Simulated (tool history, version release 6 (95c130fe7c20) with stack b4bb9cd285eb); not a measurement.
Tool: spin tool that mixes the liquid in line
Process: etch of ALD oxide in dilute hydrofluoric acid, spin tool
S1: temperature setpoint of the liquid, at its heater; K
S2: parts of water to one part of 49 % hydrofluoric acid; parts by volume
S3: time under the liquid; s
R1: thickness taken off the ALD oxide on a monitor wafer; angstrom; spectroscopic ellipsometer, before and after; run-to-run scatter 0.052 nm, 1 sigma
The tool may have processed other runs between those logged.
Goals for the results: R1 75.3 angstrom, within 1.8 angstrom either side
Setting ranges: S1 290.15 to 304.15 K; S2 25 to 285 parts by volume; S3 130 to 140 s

Run 1, day 0: S1 296.15 K, S2 155 parts by volume, S3 130 s. Result: R1 81.877 angstrom.
Run 2, day 0.138: S1 299.65 K, S2 155 parts by volume, S3 130 s. Result: R1 95.893 angstrom.
Run 3, day 0.329: S1 298.15 K, S2 155 parts by volume, S3 130 s. Result: R1 90.773 angstrom.
Run 4, day 0.45: S1 297.15 K, S2 155 parts by volume, S3 130 s. Result: R1 86.073 angstrom.
Run 5, day 0.7: S1 296.15 K, S2 155 parts by volume, S3 130 s. Result: R1 83.66 angstrom.
Run 6, day 0.946: S1 296.15 K, S2 155 parts by volume, S3 130 s. Result: R1 83.064 angstrom.
Run 7, day 1.067: S1 295.65 K, S2 155 parts by volume, S3 130 s. Result: R1 81.466 angstrom.
Run 8, day 1.142: S1 295.15 K, S2 155 parts by volume, S3 130 s. Result: R1 80.856 angstrom.
Run 9, day 1.292: S1 295.15 K, S2 155 parts by volume, S3 130 s. Result: R1 80.754 angstrom.
Run 10, day 1.579: S1 294.65 K, S2 155 parts by volume, S3 130 s. Result: R1 78.713 angstrom.

Which of these 5 next moves meets every target?
Run A, day 1.867: S1 296.15 K, S2 150 parts by volume, S3 130 s. Result: R1 ?.
Run B, day 1.867: S1 293.65 K, S2 160 parts by volume, S3 140 s. Result: R1 ?.
Run C, day 1.867: S1 295.15 K, S2 175 parts by volume, S3 140 s. Result: R1 ?.
Run D, day 1.867: S1 295.15 K, S2 155 parts by volume, S3 135 s. Result: R1 ?.
Run E, day 1.867: S1 296.15 K, S2 155 parts by volume, S3 130 s. Result: R1 ?.

move      R1
   A   86.73
   B  78.581
   C   74.97
   D  83.388
   E  83.466
A: lands further from the targets than the last run did
B: no nearer and no further than the last run
C: all results land within tolerance of their targets
D: lands further from the targets than the last run did
E: lands further from the targets than the last run did
C is the move that brings every result within its allowed miss.
